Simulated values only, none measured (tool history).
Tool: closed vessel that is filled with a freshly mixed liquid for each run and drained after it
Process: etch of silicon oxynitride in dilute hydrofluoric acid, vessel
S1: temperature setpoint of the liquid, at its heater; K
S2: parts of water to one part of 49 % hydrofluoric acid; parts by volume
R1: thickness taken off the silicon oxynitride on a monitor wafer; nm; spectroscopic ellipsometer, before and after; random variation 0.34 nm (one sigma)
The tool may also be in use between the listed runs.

Run 1, day 0: S1 294.15 K, S2 95 parts by volume, time in the liquid (s) 485. Result: R1 17.67 nm.
Run 2, day 0.05: S1 294.15 K, S2 95 parts by volume, time in the liquid (s) 485. Result: R1 17.655 nm.
Run 3, day 0.092: S1 294.15 K, S2 80 parts by volume, time in the liquid (s) 485. Result: R1 21.364 nm.
Run 4, day 0.446: S1 294.15 K, S2 110 parts by volume, time in the liquid (s) 485. Result: R1 15.227 nm.
Run 5, day 0.529: S1 294.15 K, S2 110 parts by volume, time in the liquid (s) 520. Result: R1 15.965 nm.
Run 6, day 0.817: S1 295.65 K, S2 100 parts by volume, time in the liquid (s) 520. Result: R1 19.242 nm.

Forecast run 7:
Run 7, day 0.871: S1 296.65 K, S2 90 parts by volume, time in the liquid (s) 520. Result: R1 ?.

Run 7 gave R1 22.755 nm.

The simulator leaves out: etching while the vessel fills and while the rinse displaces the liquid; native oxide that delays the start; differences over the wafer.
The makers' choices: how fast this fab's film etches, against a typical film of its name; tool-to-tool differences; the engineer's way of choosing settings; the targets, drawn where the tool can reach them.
